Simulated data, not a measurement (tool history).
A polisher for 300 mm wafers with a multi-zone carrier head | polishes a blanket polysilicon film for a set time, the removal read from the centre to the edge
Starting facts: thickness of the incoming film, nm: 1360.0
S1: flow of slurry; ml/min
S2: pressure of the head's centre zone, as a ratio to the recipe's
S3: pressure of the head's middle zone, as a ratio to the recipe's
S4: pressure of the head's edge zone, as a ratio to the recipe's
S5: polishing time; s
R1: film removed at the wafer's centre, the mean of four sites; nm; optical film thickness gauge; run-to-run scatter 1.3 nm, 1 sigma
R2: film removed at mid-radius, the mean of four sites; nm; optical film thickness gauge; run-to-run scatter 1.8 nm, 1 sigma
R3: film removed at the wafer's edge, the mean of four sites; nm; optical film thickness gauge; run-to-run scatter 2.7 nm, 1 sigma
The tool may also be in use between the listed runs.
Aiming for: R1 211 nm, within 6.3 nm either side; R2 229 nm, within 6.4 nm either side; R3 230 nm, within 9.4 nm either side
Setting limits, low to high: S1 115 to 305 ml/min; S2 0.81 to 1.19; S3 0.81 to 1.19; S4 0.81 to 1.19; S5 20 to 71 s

run,day,S1,S2,S3,S4,S5,R1,R2,R3
1,0,195,1,1,1,45,165.6,169.58,164.96
2,0.283,195,1,1,1,56,205.41,215.71,210.69
3,0.579,195,1,1,0.94,56,209.08,214.45,202.04
4,0.662,195,0.92,1,0.94,56,194.48,210.34,197.6
5,0.992,195,0.97,1,0.94,56,199.65,212.07,202.46
6,1.346,195,0.97,1,1.03,56,201.82,213.57,210.35
7,1.717,210,0.97,1.01,1.07,56,204.5,215.35,213.97
8,1.742,205,0.97,1.02,1.1,57,204.35,220.93,223.56

Which one of the following 5 next-run settings gets every result inside its allowed miss? There is exactly one.
A,1.767,185,0.98,0.88,1.19,65,?,?,?
B,1.767,150,0.9,0.86,1.19,66,?,?,?
C,1.767,260,0.95,1.01,1.1,57,?,?,?
D,1.767,215,0.89,0.95,1.19,62,?,?,?
E,1.767,145,1,0.89,1.15,65,?,?,?

move,R1,R2,R3
A,234.06,221.54,256.93
B,210.7,211.94,253.32
C,211.05,228.87,223.91
D,210.97,230.71,249.17
E,225.51,213.01,243.65
A: misses by more than the last run did
B: misses by more than the last run did
C: all results in spec
D: puts the biggest miss on target and leaves a different result outside tolerance
E: misses by more than the last run did
Go with C: it meets all targets.
